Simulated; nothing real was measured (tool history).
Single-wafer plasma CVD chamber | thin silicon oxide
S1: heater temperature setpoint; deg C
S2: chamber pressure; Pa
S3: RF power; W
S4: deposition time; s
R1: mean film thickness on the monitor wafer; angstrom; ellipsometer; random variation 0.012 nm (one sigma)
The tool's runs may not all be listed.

Run 1, hour 0: S1 415 deg C, S2 123.6 Pa, S3 235 W, S4 3.52 s. Result: R1 71.966 angstrom.
Run 2, hour 6.7: S1 415 deg C, S2 136.5 Pa, S3 235 W, S4 3.52 s. Result: R1 78.678 angstrom.
Run 3, hour 11.5: S1 415 deg C, S2 130.1 Pa, S3 230 W, S4 3.51 s. Result: R1 74.633 angstrom.
Run 4, hour 18.5: S1 415 deg C, S2 124.4 Pa, S3 225 W, S4 3.5 s. Result: R1 70.631 angstrom.
Run 5, hour 26.5: S1 415 deg C, S2 124.4 Pa, S3 200 W, S4 3.5 s. Result: R1 66.768 angstrom.
Run 6, hour 27.8: S1 415 deg C, S2 119.6 Pa, S3 200 W, S4 3.5 s. Result: R1 64.748 angstrom.
Run 7, hour 30.4: S1 415 deg C, S2 115.3 Pa, S3 200 W, S4 3.5 s. Result: R1 62.213 angstrom.
Run 8, hour 31.1: S1 415 deg C, S2 112 Pa, S3 200 W, S4 3.5 s. Result: R1 60.662 angstrom.
Run 9, hour 37.5: S1 415 deg C, S2 109.1 Pa, S3 200 W, S4 3.5 s. Result: R1 58.745 angstrom.
Run 10, hour 38.6: S1 415 deg C, S2 84.4 Pa, S3 195 W, S4 3.49 s. Result: R1 42.16 angstrom.
Run 11, hour 47.2: S1 415 deg C, S2 85.7 Pa, S3 195 W, S4 3.49 s. Result: R1 42.87 angstrom.
Run 12, hour 48.7: S1 415 deg C, S2 86.8 Pa, S3 195 W, S4 3.49 s. Result: R1 43.802 angstrom.
Run 13, hour 53.9: S1 415 deg C, S2 87.7 Pa, S3 195 W, S4 3.49 s. Result: R1 44.383 angstrom.

Forecast run 14:
Run 14, hour 58.1: S1 415 deg C, S2 88.5 Pa, S3 195 W, S4 3.49 s. Result: R1 ?.

{"run 14": {"R1": 45.003}}
